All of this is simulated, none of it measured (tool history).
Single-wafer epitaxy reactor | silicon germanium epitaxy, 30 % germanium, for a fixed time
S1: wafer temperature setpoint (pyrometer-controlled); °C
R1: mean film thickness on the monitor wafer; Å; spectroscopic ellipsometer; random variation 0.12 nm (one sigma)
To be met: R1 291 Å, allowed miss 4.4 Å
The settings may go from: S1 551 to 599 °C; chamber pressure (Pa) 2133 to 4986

run 1 day=0 | S1=575 chamber_pressure_(Pa)=3560 | R1=416
run 2 day=0.083 | S1=572 chamber_pressure_(Pa)=3546 | R1=386.54
run 3 day=0.396 | S1=570 chamber_pressure_(Pa)=3546 | R1=372.66
run 4 day=0.688 | S1=568 chamber_pressure_(Pa)=3546 | R1=351.59
run 5 day=0.954 | S1=568 chamber_pressure_(Pa)=3093 | R1=331.9
run 6 day=1.171 | S1=568 chamber_pressure_(Pa)=3573 | R1=355.34
run 7 day=1.496 | S1=566 chamber_pressure_(Pa)=3573 | R1=340.15
run 8 day=1.596 | S1=565 chamber_pressure_(Pa)=3573 | R1=333.45
run 9 day=1.712 | S1=564 chamber_pressure_(Pa)=3573 | R1=324.9
run 10 day=2.05 | S1=563 chamber_pressure_(Pa)=3573 | R1=317.2
run 11 day=2.221 | S1=562 chamber_pressure_(Pa)=3573 | R1=308.99
run 12 day=2.579 | S1=560 chamber_pressure_(Pa)=3573 | R1=298.93

Which of these 5 next moves meets every target?
run A day=2.938 | S1=562 chamber_pressure_(Pa)=3666 | R1=?
run B day=2.938 | S1=561 chamber_pressure_(Pa)=3640 | R1=?
run C day=2.938 | S1=557 chamber_pressure_(Pa)=4013 | R1=?
run D day=2.938 | S1=558 chamber_pressure_(Pa)=4106 | R1=?
run E day=2.938 | S1=560 chamber_pressure_(Pa)=3640 | R1=?

move=A R1=313.74
move=B R1=305.55
move=C R1=292.06
move=D R1=302.19
move=E R1=298.61
A: further off than the last run
B: further off than the last run
C: meets every target
D: further off than the last run
E: as far off as the last run
The right move is C.

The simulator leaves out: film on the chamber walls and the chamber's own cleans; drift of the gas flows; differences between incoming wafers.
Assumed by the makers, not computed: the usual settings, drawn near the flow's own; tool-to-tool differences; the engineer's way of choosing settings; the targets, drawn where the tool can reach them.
